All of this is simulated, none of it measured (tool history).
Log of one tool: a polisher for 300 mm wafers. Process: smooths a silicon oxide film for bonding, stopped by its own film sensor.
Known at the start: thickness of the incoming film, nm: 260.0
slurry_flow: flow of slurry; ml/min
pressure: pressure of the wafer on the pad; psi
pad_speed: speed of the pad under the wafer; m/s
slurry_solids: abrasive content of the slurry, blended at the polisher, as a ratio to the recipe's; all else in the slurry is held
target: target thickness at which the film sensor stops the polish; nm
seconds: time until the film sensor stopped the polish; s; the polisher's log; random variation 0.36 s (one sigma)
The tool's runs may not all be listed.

{"run": 1, "hour": 0.0, "slurry_flow": 185, "pressure": 2.4, "pad_speed": 1.06, "slurry_solids": 1.0, "target": 223, "seconds": 39.47}
{"run": 2, "hour": 6.7, "slurry_flow": 150, "pressure": 2.4, "pad_speed": 1.06, "slurry_solids": 1.0, "target": 223, "seconds": 40.669}
{"run": 3, "hour": 8.4, "slurry_flow": 150, "pressure": 2.6, "pad_speed": 1.08, "slurry_solids": 1.0, "target": 223, "seconds": 37.536}
{"run": 4, "hour": 16.9, "slurry_flow": 150, "pressure": 2.8, "pad_speed": 1.1, "slurry_solids": 1.0, "target": 223, "seconds": 35.426}
{"run": 5, "hour": 18.7, "slurry_flow": 150, "pressure": 2.8, "pad_speed": 1.22, "slurry_solids": 1.0, "target": 223, "seconds": 33.283}
{"run": 6, "hour": 21.5, "slurry_flow": 150, "pressure": 3.0, "pad_speed": 1.24, "slurry_solids": 1.0, "target": 223, "seconds": 30.788}
{"run": 7, "hour": 22.8, "slurry_flow": 150, "pressure": 3.1, "pad_speed": 1.26, "slurry_solids": 1.0, "target": 223, "seconds": 29.043}
{"run": 8, "hour": 23.9, "slurry_flow": 150, "pressure": 3.2, "pad_speed": 1.26, "slurry_solids": 1.0, "target": 223, "seconds": 27.926}
{"run": 9, "hour": 30.9, "slurry_flow": 150, "pressure": 3.3, "pad_speed": 1.26, "slurry_solids": 1.0, "target": 223, "seconds": 26.63}

Run 10 comes next. What will it give?
{"run": 10, "hour": 35.0, "slurry_flow": 155, "pressure": 3.4, "pad_speed": 1.26, "slurry_solids": 1.0, "target": 223, "seconds": "?"}

seconds: 26.835 s
